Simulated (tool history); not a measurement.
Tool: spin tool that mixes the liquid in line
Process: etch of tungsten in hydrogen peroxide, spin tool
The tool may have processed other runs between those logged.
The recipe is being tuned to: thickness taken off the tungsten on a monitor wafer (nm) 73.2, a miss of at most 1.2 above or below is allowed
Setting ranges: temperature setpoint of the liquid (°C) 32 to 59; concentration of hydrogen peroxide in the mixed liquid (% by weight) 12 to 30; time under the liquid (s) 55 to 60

run  hour  temperature setpoint of the liquid (°C)  concentration of hydrogen peroxide in the mixed liquid (% by weight)  time under the liquid (s)  thickness taken off the tungsten on a monitor wafer (nm)
  1     0                                       43                                                                    22                         55                                                    49.782
  2   7.3                                     46.5                                                                    22                         55                                                    62.221
  3  10.8                                       40                                                                    22                         55                                                     40.89
  4  13.4                                     44.5                                                                    22                         55                                                    54.387
  5  19.7                                     44.5                                                                    22                         60                                                    59.667
  6    28                                       40                                                                    22                         60                                                     44.99
  7  29.3                                     42.5                                                                    22                         60                                                    52.521
  8  32.5                                       44                                                                    22                         60                                                    57.685
  9  34.1                                       45                                                                    22                         60                                                    61.696
 10  38.2                                       46                                                                    22                         60                                                    65.717

Exercise: of the 5 proposed moves below, exactly one satisfies all targets within the stated allowed misses. Which move is it?
  A  42.3                                     47.5                                                                  21.5                         60                                                         ?
  B  42.3                                       43                                                                    28                         55                                                         ?
  C  42.3                                       49                                                                    21                         55                                                         ?
  D  42.3                                       48                                                                  25.5                         55                                                         ?
  E  42.3                                       49                                                                  20.5                         55                                                         ?

move  thickness taken off the tungsten on a monitor wafer (nm)
   A                                                    71.261
   B                                                    56.154
   C                                                    70.828
   D                                                    73.379
   E                                                    69.979
A: closer than the last run, but not yet in spec
B: its largest miss is bigger than the last run's
C: closer than the last run, but not yet in spec
D: all results land within tolerance of their targets
E: closer than the last run, but not yet in spec
Move D is the one to make.
